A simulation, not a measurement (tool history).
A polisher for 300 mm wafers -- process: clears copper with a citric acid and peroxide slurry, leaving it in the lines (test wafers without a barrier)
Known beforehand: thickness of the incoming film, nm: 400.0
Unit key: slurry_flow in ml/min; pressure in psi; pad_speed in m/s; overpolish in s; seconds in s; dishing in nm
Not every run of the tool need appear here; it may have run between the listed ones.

run 1 hour=0 | slurry_flow=130 pressure=3 pad_speed=1.34 slurry_solids=1 overpolish=16 | seconds=176.25 dishing=26.083
run 2 hour=6.7 | slurry_flow=130 pressure=3 pad_speed=1.34 slurry_solids=1 overpolish=22 | seconds=173.47 dishing=33.497
run 3 hour=15.7 | slurry_flow=125 pressure=2.6 pad_speed=1.22 slurry_solids=1 overpolish=23 | seconds=222.77 dishing=26.77
run 4 hour=21.7 | slurry_flow=115 pressure=2.3 pad_speed=1.16 slurry_solids=1 overpolish=25 | seconds=266.85 dishing=26.529
run 5 hour=30.2 | slurry_flow=115 pressure=2.6 pad_speed=1.16 slurry_solids=1 overpolish=25 | seconds=237.89 dishing=28.096
run 6 hour=31.9 | slurry_flow=110 pressure=2.3 pad_speed=1.12 slurry_solids=1 overpolish=26 | seconds=277.54 dishing=25.881
run 7 hour=35 | slurry_flow=105 pressure=2.1 pad_speed=1.1 slurry_solids=1 overpolish=26 | seconds=319.67 dishing=23.078

Run 8, settings as shown, results not yet in. Your forecast:
run 8 hour=41.3 | slurry_flow=100 pressure=2 pad_speed=1.1 slurry_solids=1 overpolish=26 | seconds=? dishing=?

Run 8 produced seconds 329.02 s, dishing 21.605 nm.

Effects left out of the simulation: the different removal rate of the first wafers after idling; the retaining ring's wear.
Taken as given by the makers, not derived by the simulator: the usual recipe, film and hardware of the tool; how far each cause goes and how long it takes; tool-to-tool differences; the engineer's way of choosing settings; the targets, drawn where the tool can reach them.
